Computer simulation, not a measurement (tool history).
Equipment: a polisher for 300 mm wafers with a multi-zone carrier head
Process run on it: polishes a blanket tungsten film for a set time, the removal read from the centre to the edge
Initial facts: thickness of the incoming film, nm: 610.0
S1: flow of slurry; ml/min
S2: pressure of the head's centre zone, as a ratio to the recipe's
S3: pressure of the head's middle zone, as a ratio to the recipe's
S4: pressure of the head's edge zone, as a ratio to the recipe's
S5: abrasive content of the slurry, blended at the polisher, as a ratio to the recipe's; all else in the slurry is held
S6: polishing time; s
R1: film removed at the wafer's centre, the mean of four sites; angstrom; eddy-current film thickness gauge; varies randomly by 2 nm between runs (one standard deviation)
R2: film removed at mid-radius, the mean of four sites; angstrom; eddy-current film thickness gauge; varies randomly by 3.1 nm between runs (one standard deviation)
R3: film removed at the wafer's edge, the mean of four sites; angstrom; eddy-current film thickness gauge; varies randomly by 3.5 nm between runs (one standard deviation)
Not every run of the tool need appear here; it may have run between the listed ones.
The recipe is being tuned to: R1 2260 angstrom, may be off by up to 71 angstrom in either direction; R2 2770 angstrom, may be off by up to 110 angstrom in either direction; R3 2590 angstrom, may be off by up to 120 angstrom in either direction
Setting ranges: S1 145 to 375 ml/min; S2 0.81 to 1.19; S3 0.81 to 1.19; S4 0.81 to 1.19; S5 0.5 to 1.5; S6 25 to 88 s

run,hour,S1,S2,S3,S4,S5,S6,R1,R2,R3
1,0,240,1,1,1,1,56,2299.3,2065.6,2036.7
2,7.2,240,1,0.95,1,1,56,2317.1,1968.6,2061.5
3,10.3,240,0.95,0.95,1,1,56,2194.6,1958.5,2104.7
4,18.4,250,0.92,1.02,1.03,1.15,57,2207.6,2228.2,2208.2
5,19.7,250,0.92,0.97,1.03,1.15,57,2225.3,2106.3,2175
6,25.1,245,0.89,1.01,1.05,1.25,59,2242.3,2364.1,2356.4
# hour 29.4: centre zone pressure recalibrated
7,29.4,245,0.89,1.01,1.05,1.25,59,2022.8,2321.8,2343.5
8,35.5,265,0.89,1.03,1.06,1.3,60,2112.8,2434.2,2396.4
9,39.7,265,0.9,1.04,1.06,1.35,61,2162.5,2495.2,2441
10,43.1,265,0.9,1.05,1.06,1.35,62,2225.8,2629.7,2515.5
11,51,265,0.9,1.06,1.06,1.35,62,2172.3,2595.5,2436
12,59.6,265,0.9,1.06,1.06,1.4,63,2309.5,2657.7,2670.8

Which single option among these 4 for the next run brings every result within its allowed miss of target? Just one does.
A,68.2,270,0.97,1.14,1.06,1.15,66,?,?,?
B,68.2,180,0.97,1.07,0.94,1.2,67,?,?,?
C,68.2,300,0.89,1.09,1.09,1.3,64,?,?,?
D,68.2,215,0.85,0.94,1.08,1.5,73,?,?,?

move,R1,R2,R3
A,2451.7,2828.5,2589.2
B,2348,2594.8,2396.3
C,2267.7,2751,2640.7
D,2432.6,2767.9,3006.6
A: meets the target for the result that was furthest off, but another lies outside its allowed miss
B: the biggest miss grows against the last run
C: every result within its allowed miss
D: meets the target for the result that was furthest off, but another lies outside its allowed miss
C meets every target.
